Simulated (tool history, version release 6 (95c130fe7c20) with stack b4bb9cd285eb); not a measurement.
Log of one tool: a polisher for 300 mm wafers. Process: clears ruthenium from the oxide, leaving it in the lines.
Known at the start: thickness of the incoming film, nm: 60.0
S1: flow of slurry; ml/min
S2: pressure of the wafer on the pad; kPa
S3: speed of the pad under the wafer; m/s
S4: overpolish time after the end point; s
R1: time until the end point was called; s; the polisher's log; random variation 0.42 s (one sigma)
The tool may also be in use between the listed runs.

| run | hour | S1 | S2 | S3 | S4 | R1 |
|---|---|---|---|---|---|---|
| 1 | 0 | 220 | 11.7 | 0.88 | 14 | 62.633 |
| 2 | 2.2 | 220 | 13.8 | 0.88 | 14 | 54.111 |
| 3 | 5.4 | 220 | 14.5 | 0.88 | 14 | 52.382 |
| 4 | 13.7 | 220 | 14.5 | 0.88 | 14 | 51.977 |
| 5 | 21.2 | 220 | 14.5 | 1 | 14 | 47.404 |
| 6 | 24.5 | 220 | 11.7 | 1 | 14 | 58.989 |
| 7 | 27.5 | 225 | 15.2 | 1.04 | 14 | 42.416 |
| 8 | 31.1 | 230 | 15.2 | 1.04 | 14 | 44.167 |
| 9 | 32.4 | 230 | 15.9 | 1.04 | 14 | 41.83 |

The next listed run, before its measurement:
|  | 35.2 | worn pad replaced by a new one |
| 10 | 35.2 | 230 | 17.9 | 1.04 | 14 | ? |

{"run 10": {"R1": 34.28}}
